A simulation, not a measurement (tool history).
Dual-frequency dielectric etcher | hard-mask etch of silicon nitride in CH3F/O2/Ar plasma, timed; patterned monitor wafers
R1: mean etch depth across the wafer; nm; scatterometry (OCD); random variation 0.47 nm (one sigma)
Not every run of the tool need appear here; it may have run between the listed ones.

run 1 hour=0.0 | source_power_(kW)=0.490 bias_power_(kW)=0.079 etch_time_(s)=128.0 | R1=105.560
run 2 hour=2.0 | source_power_(kW)=0.460 bias_power_(kW)=0.074 etch_time_(s)=127.0 | R1=99.104
run 3 hour=11.0 | source_power_(kW)=0.460 bias_power_(kW)=0.087 etch_time_(s)=127.0 | R1=102.730
run 4 hour=14.4 | source_power_(kW)=0.460 bias_power_(kW)=0.080 etch_time_(s)=127.0 | R1=101.660
run 5 hour=16.4 | source_power_(kW)=0.460 bias_power_(kW)=0.080 etch_time_(s)=128.0 | R1=101.670
run 6 hour=24.9 | source_power_(kW)=0.460 bias_power_(kW)=0.093 etch_time_(s)=128.0 | R1=106.370
run 7 hour=28.1 | source_power_(kW)=0.460 bias_power_(kW)=0.093 etch_time_(s)=128.0 | R1=107.040
run 8 hour=29.2 | source_power_(kW)=0.430 bias_power_(kW)=0.088 etch_time_(s)=127.0 | R1=99.467
run 9 hour=33.4 | source_power_(kW)=0.410 bias_power_(kW)=0.087 etch_time_(s)=127.0 | R1=98.032
run 10 hour=39.4 | source_power_(kW)=0.390 bias_power_(kW)=0.084 etch_time_(s)=126.5 | R1=93.167
run 11 hour=44.8 | source_power_(kW)=0.300 bias_power_(kW)=0.076 etch_time_(s)=125.5 | R1=77.328

Run 12 comes next. What will it give?
-- hour=46.1 bias power generator calibrated
run 12 hour=46.1 | source_power_(kW)=0.310 bias_power_(kW)=0.076 etch_time_(s)=125.5 | R1=?

R1: 77.540 nm
